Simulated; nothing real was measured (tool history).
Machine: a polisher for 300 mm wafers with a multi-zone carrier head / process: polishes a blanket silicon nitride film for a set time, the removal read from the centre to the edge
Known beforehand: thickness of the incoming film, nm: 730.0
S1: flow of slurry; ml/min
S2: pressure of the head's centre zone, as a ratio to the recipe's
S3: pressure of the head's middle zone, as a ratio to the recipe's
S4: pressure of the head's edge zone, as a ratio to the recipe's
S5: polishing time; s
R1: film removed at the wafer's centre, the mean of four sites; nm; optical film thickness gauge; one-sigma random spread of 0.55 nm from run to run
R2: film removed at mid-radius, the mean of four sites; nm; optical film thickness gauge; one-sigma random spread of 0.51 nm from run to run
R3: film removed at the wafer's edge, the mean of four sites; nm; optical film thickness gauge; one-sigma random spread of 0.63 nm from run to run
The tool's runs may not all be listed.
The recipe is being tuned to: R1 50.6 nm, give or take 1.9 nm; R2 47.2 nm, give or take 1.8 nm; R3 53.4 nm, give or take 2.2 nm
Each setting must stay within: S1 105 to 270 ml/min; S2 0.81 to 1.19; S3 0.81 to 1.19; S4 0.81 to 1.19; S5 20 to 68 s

run 1 hour=0 | S1=175 S2=1 S3=1 S4=1 S5=44 | R1=77.662 R2=76.77 R3=77.182
run 2 hour=3.3 | S1=205 S2=1 S3=1 S4=1 S5=44 | R1=79.377 R2=77.914 R3=79.212
run 3 hour=6.6 | S1=205 S2=0.92 S3=1 S4=1 S5=44 | R1=73.914 R2=79.563 R3=80.377
run 4 hour=7.5 | S1=205 S2=0.87 S3=1 S4=1 S5=44 | R1=70.013 R2=79.657 R3=79.805
run 5 hour=15 | S1=205 S2=0.91 S3=1 S4=1 S5=44 | R1=74.793 R2=81.383 R3=77.79
run 6 hour=19.3 | S1=205 S2=0.86 S3=1 S4=1 S5=44 | R1=69.828 R2=78.883 R3=79.795
run 7 hour=23.4 | S1=200 S2=0.86 S3=0.98 S4=0.98 S5=42 | R1=65.829 R2=74.533 R3=74.617
run 8 hour=32 | S1=195 S2=0.87 S3=0.96 S4=0.97 S5=40 | R1=62.162 R2=68.879 R3=70.158
run 9 hour=37.4 | S1=190 S2=0.88 S3=0.94 S4=0.96 S5=39 | R1=62.05 R2=65.36 R3=69.593

5 next moves are on the table. One of them brings every result within its allowed miss. Which?
run A hour=42.8 | S1=215 S2=0.93 S3=0.86 S4=0.96 S5=30 | R1=? R2=? R3=?
run B hour=42.8 | S1=185 S2=0.87 S3=0.95 S4=0.85 S5=32 | R1=? R2=? R3=?
run C hour=42.8 | S1=190 S2=0.84 S3=0.86 S4=0.96 S5=30 | R1=? R2=? R3=?
run D hour=42.8 | S1=175 S2=0.89 S3=0.84 S4=0.92 S5=36 | R1=? R2=? R3=?
run E hour=42.8 | S1=190 S2=0.81 S3=0.81 S4=1.03 S5=32 | R1=? R2=? R3=?

move=A R1=50.1 R2=47.575 R3=53.813
move=B R1=48.704 R2=53.868 R3=54.183
move=C R1=44.264 R2=46.705 R3=53.06
move=D R1=55.411 R2=54.187 R3=62.149
move=E R1=45.497 R2=47.438 R3=58.016
A: every result lands within tolerance
B: gains on the last run, yet a result remains outside its allowed miss
C: meets the target for the result that was furthest off, but another lies outside its allowed miss
D: gains on the last run, yet a result remains outside its allowed miss
E: meets the target for the result that was furthest off, but another lies outside its allowed miss
Answer: A
